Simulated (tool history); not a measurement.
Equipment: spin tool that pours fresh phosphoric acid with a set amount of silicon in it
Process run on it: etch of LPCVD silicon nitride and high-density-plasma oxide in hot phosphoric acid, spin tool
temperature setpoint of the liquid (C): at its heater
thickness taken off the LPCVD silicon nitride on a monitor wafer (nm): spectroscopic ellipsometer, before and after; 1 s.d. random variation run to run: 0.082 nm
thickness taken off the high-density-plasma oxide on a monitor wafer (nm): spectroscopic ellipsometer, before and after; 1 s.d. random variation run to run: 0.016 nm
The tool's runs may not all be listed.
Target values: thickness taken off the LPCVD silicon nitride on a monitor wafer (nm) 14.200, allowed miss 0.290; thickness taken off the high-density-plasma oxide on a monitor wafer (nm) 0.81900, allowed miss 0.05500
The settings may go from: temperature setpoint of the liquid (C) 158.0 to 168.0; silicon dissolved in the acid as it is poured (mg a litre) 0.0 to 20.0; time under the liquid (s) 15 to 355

run    day  temperature setpoint of the liquid (C)  silicon dissolved in the acid as it is poured (mg a litre)  time under the liquid (s)  thickness taken off the LPCVD silicon nitride on a monitor wafer (nm)  thickness taken off the high-density-plasma oxide on a monitor wafer (nm)
  1  0.000                                   163.0                                                         9.0                        180                                                                 17.955                                                                    1.40850
  2  0.179                                   163.0                                                         6.0                        180                                                                 18.169                                                                    1.53710
  3  0.358                                   162.5                                                         6.0                        180                                                                 17.981                                                                    1.45760
  4  0.488                                   164.5                                                         6.0                        180                                                                 19.117                                                                    1.66880
  5  0.633                                   166.0                                                         6.0                        180                                                                 20.055                                                                    1.87090
  6  0.900                                   164.0                                                         9.0                        175                                                                 18.359                                                                    1.51320
  7  1.196                                   162.0                                                        11.5                        170                                                                 16.502                                                                    1.14430
  8  1.383                                   161.0                                                        12.0                        170                                                                 16.093                                                                    1.04990
  9  1.454                                   160.0                                                        12.0                        165                                                                 14.986                                                                    0.93941
 10  1.717                                   159.5                                                        12.0                        165                                                                 14.607                                                                    0.90688
 11  1.829                                   159.0                                                        12.5                        165                                                                 14.536                                                                    0.87642

Next run, 5 choices. One meets every target within its allowed miss, the rest don't. Which?
  A  1.942                                   160.0                                                        11.5                        165                                                                      ?                                                                          ?
  B  1.942                                   158.5                                                        14.0                        165                                                                      ?                                                                          ?
  C  1.942                                   158.0                                                        16.0                        175                                                                      ?                                                                          ?
  D  1.942                                   159.5                                                        20.0                        165                                                                      ?                                                                          ?
  E  1.942                                   159.0                                                        10.5                        170                                                                      ?                                                                          ?

move  thickness taken off the LPCVD silicon nitride on a monitor wafer (nm)  thickness taken off the high-density-plasma oxide on a monitor wafer (nm)
   A                                                                 15.116                                                                    0.94108
   B                                                                 14.371                                                                    0.79338
   C                                                                 14.986                                                                    0.77107
   D                                                                 14.864                                                                    0.72962
   E                                                                 15.058                                                                    0.92089
A: misses by more than the last run did
B: each result inside its tolerance
C: misses by more than the last run did
D: misses by more than the last run did
E: misses by more than the last run did
Move B is the one to make.

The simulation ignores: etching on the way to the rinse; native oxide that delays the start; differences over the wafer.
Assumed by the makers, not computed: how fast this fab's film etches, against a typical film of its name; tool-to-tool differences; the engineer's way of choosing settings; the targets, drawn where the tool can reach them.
